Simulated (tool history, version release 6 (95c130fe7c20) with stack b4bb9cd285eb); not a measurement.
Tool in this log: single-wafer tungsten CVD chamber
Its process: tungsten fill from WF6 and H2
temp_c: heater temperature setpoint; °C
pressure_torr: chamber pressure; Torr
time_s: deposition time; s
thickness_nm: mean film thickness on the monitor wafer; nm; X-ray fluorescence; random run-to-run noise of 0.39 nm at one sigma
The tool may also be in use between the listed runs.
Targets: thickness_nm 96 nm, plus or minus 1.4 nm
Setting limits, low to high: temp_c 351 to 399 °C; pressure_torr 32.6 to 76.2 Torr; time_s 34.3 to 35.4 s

run,hour,temp_c,pressure_torr,time_s,thickness_nm
1,0,375,54.4,34.3,84.715
2,1.7,385,54.4,34.3,106.25
3,3.4,383,54.4,34.3,102.06
4,5.3,383,54.4,35.4,104.75
5,13.3,394,54.4,35.4,132.99
6,16.3,389,54.3,35.4,119.49
7,22,386,54.2,35.4,112.14
8,30.8,384,54.1,35.4,107.11
9,31.4,382,54.1,35.4,102.34
# hour 34.3: thermocouple changed; heater temperature recalibrated
10,34.3,381,54.1,35.4,91.928
11,38.9,382,54.1,35.4,92.801

Next run, 4 choices. One meets every target within its allowed miss, the rest don't. Which?
A,43.5,381,55.7,35.4,?
B,43.5,383,59.1,34.3,?
C,43.5,382,54.2,34.9,?
D,43.5,383,51.3,35.1,?

move,thickness_nm
A,92.465
B,95.562
C,92.447
D,93.481
A: the biggest miss grows against the last run
B: meets every target
C: the biggest miss grows against the last run
D: closer than the last run, but not yet in spec
B meets every target.

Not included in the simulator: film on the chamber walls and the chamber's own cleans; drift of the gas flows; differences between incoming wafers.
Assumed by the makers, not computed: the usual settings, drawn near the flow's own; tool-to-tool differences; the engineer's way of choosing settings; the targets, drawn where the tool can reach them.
